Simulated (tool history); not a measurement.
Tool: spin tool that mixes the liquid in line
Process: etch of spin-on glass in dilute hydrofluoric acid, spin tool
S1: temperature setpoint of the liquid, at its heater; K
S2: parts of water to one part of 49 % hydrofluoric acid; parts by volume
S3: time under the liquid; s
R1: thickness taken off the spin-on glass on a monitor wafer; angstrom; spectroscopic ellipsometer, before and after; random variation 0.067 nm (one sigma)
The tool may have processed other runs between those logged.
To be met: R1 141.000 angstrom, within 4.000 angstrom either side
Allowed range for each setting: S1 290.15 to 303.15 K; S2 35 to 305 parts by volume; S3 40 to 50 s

Run 1, hour 0.0: S1 295.15 K, S2 170 parts by volume, S3 50 s. Result: R1 82.270 angstrom.
Run 2, hour 5.6: S1 296.15 K, S2 165 parts by volume, S3 50 s. Result: R1 88.067 angstrom.
Run 3, hour 6.9: S1 296.15 K, S2 140 parts by volume, S3 50 s. Result: R1 108.120 angstrom.
Run 4, hour 8.9: S1 297.15 K, S2 140 parts by volume, S3 50 s. Result: R1 111.170 angstrom.
Run 5, hour 17.3: S1 295.15 K, S2 140 parts by volume, S3 50 s. Result: R1 102.490 angstrom.
Run 6, hour 21.1: S1 295.15 K, S2 140 parts by volume, S3 50 s. Result: R1 102.360 angstrom.
Run 7, hour 28.9: S1 296.15 K, S2 140 parts by volume, S3 50 s. Result: R1 106.620 angstrom.
Run 8, hour 34.4: S1 297.15 K, S2 140 parts by volume, S3 50 s. Result: R1 110.850 angstrom.
Run 9, hour 37.9: S1 301.15 K, S2 135 parts by volume, S3 50 s. Result: R1 134.700 angstrom.

Pick the move, out of 5, that brings all results within their allowed miss; only one does.
Run A, hour 41.4: S1 300.65 K, S2 115 parts by volume, S3 40 s. Result: R1 ?.
Run B, hour 41.4: S1 302.65 K, S2 145 parts by volume, S3 50 s. Result: R1 ?.
Run C, hour 41.4: S1 297.65 K, S2 115 parts by volume, S3 50 s. Result: R1 ?.
Run D, hour 41.4: S1 299.15 K, S2 135 parts by volume, S3 50 s. Result: R1 ?.
Run E, hour 41.4: S1 300.65 K, S2 140 parts by volume, S3 50 s. Result: R1 ?.

move       R1
   A  127.180
   B  130.590
   C  141.660
   D  124.760
   E  126.480
A: moves away from the targets compared with the last run
B: moves away from the targets compared with the last run
C: hits every target within its allowed miss
D: moves away from the targets compared with the last run
E: moves away from the targets compared with the last run
So the answer is move C, the one that meets all the targets.
